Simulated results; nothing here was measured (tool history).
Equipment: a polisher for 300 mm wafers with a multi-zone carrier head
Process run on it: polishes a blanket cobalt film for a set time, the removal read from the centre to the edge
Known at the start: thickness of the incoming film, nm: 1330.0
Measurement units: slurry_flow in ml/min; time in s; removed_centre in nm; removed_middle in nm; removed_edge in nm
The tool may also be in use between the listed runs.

| run | hour | slurry_flow | centre_zone | middle_zone | edge_zone | time | removed_centre | removed_middle | removed_edge |
|---|---|---|---|---|---|---|---|---|---|
| 1 | 0 | 225 | 1 | 1 | 1 | 81 | 321.36 | 333.83 | 330.24 |
| 2 | 6.3 | 275 | 1 | 1 | 1 | 81 | 341 | 341.41 | 335.91 |
| 3 | 10.2 | 325 | 1 | 1 | 1 | 81 | 347.45 | 348.29 | 337.93 |
| 4 | 12.3 | 355 | 1 | 1 | 1 | 81 | 354.15 | 351.68 | 347.91 |
| 5 | 13 | 355 | 1 | 1 | 1 | 100 | 429.6 | 436.47 | 429.5 |
| 6 | 14.8 | 345 | 0.97 | 0.97 | 0.99 | 92 | 386.06 | 390.46 | 384.28 |
| 7 | 21.3 | 330 | 0.94 | 0.94 | 1.01 | 85 | 342.33 | 346.31 | 353.5 |

What does the tool deliver on the next run?
| 8 | 29.2 | 265 | 0.84 | 0.84 | 0.96 | 63 | ? | ? | ? |

Run 8 produced removed_centre 223.75 nm, removed_middle 229.39 nm, removed_edge 252.07 nm.

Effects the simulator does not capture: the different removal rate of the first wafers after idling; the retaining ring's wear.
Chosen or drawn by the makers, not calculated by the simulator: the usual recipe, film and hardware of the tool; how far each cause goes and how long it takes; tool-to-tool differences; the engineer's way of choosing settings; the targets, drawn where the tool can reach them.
